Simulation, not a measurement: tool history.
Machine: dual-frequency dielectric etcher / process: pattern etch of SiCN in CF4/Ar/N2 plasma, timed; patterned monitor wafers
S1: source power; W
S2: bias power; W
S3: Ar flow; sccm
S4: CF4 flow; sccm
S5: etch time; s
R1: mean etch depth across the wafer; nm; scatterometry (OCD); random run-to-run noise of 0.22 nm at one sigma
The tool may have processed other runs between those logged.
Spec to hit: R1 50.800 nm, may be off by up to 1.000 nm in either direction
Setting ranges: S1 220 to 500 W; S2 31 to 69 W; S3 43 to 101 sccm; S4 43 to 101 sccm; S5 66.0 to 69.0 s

run 1 hour=0.0 | S1=360 S2=50 S3=72 S4=72 S5=66.0 | R1=43.626
run 2 hour=3.8 | S1=360 S2=50 S3=72 S4=84 S5=66.0 | R1=44.558
run 3 hour=5.8 | S1=360 S2=47 S3=72 S4=84 S5=66.0 | R1=44.149
run 4 hour=9.0 | S1=330 S2=47 S3=72 S4=84 S5=66.0 | R1=40.495
run 5 hour=9.8 | S1=330 S2=47 S3=79 S4=84 S5=66.0 | R1=39.934
run 6 hour=10.6 | S1=360 S2=47 S3=79 S4=84 S5=66.0 | R1=43.530
-- hour=13.4 bias power generator calibrated
run 7 hour=13.4 | S1=380 S2=47 S3=79 S4=84 S5=66.0 | R1=45.620
run 8 hour=20.9 | S1=430 S2=48 S3=79 S4=84 S5=66.0 | R1=52.139

Exercise: of the 4 proposed moves below, exactly one satisfies all targets within the stated allowed misses. Which move is it?
run A hour=28.4 | S1=390 S2=60 S3=75 S4=90 S5=67.5 | R1=?
run B hour=28.4 | S1=430 S2=49 S3=81 S4=85 S5=66.0 | R1=?
run C hour=28.4 | S1=430 S2=48 S3=83 S4=86 S5=68.5 | R1=?
run D hour=28.4 | S1=430 S2=52 S3=87 S4=78 S5=68.0 | R1=?

move=A R1=51.070
move=B R1=52.067
move=C R1=53.704
move=D R1=52.940
A: every result lands within tolerance
B: an improvement on the last run, though not all results are within tolerance
C: lands further from the targets than the last run did
D: lands further from the targets than the last run did
Answer: A
